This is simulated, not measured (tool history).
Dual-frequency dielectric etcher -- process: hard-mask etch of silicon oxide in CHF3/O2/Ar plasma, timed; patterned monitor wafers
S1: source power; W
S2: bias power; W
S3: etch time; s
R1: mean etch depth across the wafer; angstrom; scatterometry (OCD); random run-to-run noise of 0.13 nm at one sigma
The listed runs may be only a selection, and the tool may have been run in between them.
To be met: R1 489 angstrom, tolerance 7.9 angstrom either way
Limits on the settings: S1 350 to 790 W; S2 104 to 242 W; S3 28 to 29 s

Run 1, hour 0: S1 570 W, S2 173 W, S3 28 s. Result: R1 595.05 angstrom.
Run 2, hour 8.4: S1 570 W, S2 173 W, S3 28 s. Result: R1 596.5 angstrom.
Run 3, hour 10.1: S1 570 W, S2 173 W, S3 29 s. Result: R1 618.21 angstrom.
Run 4, hour 12.5: S1 520 W, S2 161 W, S3 29 s. Result: R1 572.65 angstrom.
Run 5, hour 19.5: S1 480 W, S2 160 W, S3 29 s. Result: R1 555.49 angstrom.
Run 6, hour 20.7: S1 450 W, S2 157 W, S3 29 s. Result: R1 534.53 angstrom.
Run 7, hour 24.1: S1 430 W, S2 156 W, S3 29 s. Result: R1 518.54 angstrom.
Run 8, hour 28.3: S1 420 W, S2 156 W, S3 29 s. Result: R1 513.25 angstrom.
Run 9, hour 30.4: S1 410 W, S2 156 W, S3 29 s. Result: R1 506.46 angstrom.
Run 10, hour 31.5: S1 400 W, S2 156 W, S3 29 s. Result: R1 500.28 angstrom.

Pick the move, out of 4, that brings all results within their allowed miss; only one does.
Run A, hour 32.6: S1 420 W, S2 152 W, S3 29 s. Result: R1 ?.
Run B, hour 32.6: S1 350 W, S2 161 W, S3 29 s. Result: R1 ?.
Run C, hour 32.6: S1 460 W, S2 150 W, S3 28 s. Result: R1 ?.
Run D, hour 32.6: S1 360 W, S2 174 W, S3 29 s. Result: R1 ?.

move      R1
   A  508.84
   B  469.57
   C  512.68
   D  488.26
A: further off than the last run
B: takes the biggest miss from the last run beyond its target
C: further off than the last run
D: every result within its allowed miss
Answer: D

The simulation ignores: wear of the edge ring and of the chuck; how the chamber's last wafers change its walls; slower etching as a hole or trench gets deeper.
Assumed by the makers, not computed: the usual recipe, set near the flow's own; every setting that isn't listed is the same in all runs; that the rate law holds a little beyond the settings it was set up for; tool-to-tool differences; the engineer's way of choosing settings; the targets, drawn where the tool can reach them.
